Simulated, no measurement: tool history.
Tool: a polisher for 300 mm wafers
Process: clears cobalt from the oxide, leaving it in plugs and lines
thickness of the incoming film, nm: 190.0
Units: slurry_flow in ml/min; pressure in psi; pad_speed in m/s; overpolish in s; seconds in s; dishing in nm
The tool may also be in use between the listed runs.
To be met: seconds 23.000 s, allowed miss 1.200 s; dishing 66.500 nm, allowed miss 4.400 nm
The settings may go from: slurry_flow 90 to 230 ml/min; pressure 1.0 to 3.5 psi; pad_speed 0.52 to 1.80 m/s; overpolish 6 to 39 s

run    day  slurry_flow  pressure  pad_speed  overpolish  seconds  dishing
  1  0.000          150       2.2       1.16          20   30.023   67.916
  2  0.283          175       2.2       1.16          20   29.394   70.642
  3  0.312          175       2.3       1.16          18   29.346   68.852
  4  0.671          170       2.5       1.18          16   26.294   64.899
  5  0.771          170       2.5       1.18          11   26.096   56.800
  6  0.875          170       2.5       1.28          11   23.908   56.437
  7  1.133          170       2.5       1.28          12   23.470   59.695
  8  1.500          170       2.5       1.28          12   24.229   59.901
  9  1.833          170       2.5       1.28          12   24.239   60.420

4 next moves are on the table. One of them brings every result within its allowed miss. Which?
  A  2.167          225       2.9       0.96          12        ?        ?
  B  2.167          155       2.4       1.40          14        ?        ?
  C  2.167          170       2.4       1.16          12        ?        ?
  D  2.167          165       2.4       1.20          21        ?        ?

move  seconds  dishing
   A   26.199   58.722
   B   22.915   66.946
   C   27.076   57.721
   D   26.331   73.496
A: further off than the last run
B: meets every target
C: further off than the last run
D: takes the result that was furthest off past its target
The right move is B.
